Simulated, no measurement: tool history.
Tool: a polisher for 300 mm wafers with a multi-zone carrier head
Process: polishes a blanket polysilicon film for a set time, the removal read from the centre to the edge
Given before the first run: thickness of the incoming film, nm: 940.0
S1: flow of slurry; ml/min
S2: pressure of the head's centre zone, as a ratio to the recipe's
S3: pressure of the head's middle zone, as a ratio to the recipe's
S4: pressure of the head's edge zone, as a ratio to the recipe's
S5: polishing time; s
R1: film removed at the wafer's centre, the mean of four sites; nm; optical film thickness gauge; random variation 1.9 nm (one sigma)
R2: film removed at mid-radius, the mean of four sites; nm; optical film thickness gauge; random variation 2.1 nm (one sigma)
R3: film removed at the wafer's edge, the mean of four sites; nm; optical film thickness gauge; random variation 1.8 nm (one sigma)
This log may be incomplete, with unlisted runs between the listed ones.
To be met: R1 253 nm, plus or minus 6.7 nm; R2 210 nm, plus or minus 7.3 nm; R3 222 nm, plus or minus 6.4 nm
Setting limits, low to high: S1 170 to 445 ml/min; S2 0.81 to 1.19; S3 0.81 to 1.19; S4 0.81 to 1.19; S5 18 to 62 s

| run | hour | S1 | S2 | S3 | S4 | S5 | R1 | R2 | R3 |
|---|---|---|---|---|---|---|---|---|---|
| 1 | 0 | 285 | 1 | 1 | 1 | 40 | 317.65 | 322.02 | 313.22 |
| 2 | 8.2 | 285 | 0.92 | 1 | 1 | 40 | 298.53 | 316.96 | 315.21 |
| 3 | 13 | 285 | 0.96 | 0.95 | 0.96 | 37 | 283.7 | 278.21 | 285.46 |
| 4 | 19.6 | 285 | 0.96 | 0.95 | 1.03 | 37 | 284.53 | 278.96 | 291.7 |
| 5 | 25 | 285 | 0.99 | 0.93 | 0.99 | 35 | 277.43 | 257.55 | 272.11 |
| 6 | 27.3 | 280 | 1.01 | 0.92 | 0.95 | 33 | 263.33 | 240.28 | 251.44 |
| 7 | 30.7 | 270 | 1.02 | 0.9 | 0.91 | 33 | 264.53 | 237.32 | 246.11 |
| 8 | 33.1 | 260 | 1.03 | 0.88 | 0.88 | 32 | 254.49 | 224.08 | 232.56 |
| 9 | 34.7 | 250 | 1.04 | 0.87 | 0.87 | 32 | 263.33 | 218.81 | 228.42 |
| 10 | 41.8 | 240 | 1.03 | 0.86 | 0.86 | 32 | 254.44 | 223.05 | 229.73 |
| 11 | 45.2 | 245 | 1.04 | 0.85 | 0.85 | 32 | 258.06 | 214.23 | 227.69 |

Which single option among these 4 for the next run brings every result within its allowed miss of target? Just one does.
| A | 48.6 | 235 | 1.1 | 0.82 | 0.82 | 32 | ? | ? | ? |
| B | 48.6 | 235 | 1 | 0.88 | 0.83 | 33 | ? | ? | ? |
| C | 48.6 | 225 | 1.06 | 0.95 | 0.81 | 31 | ? | ? | ? |
| D | 48.6 | 190 | 1.05 | 0.85 | 0.83 | 32 | ? | ? | ? |

| move | R1 | R2 | R3 |
|---|---|---|---|
| A | 271.71 | 209.57 | 224.31 |
| B | 256.44 | 229.13 | 232.37 |
| C | 252.76 | 227.94 | 214.78 |
| D | 250.75 | 208.87 | 219.97 |
A: the furthest-off result lands on target, but another misses its tolerance
B: misses by more than the last run did
C: carries the result that was furthest off beyond its target, to the other side
D: every result lands within tolerance
Move D is the one to make.

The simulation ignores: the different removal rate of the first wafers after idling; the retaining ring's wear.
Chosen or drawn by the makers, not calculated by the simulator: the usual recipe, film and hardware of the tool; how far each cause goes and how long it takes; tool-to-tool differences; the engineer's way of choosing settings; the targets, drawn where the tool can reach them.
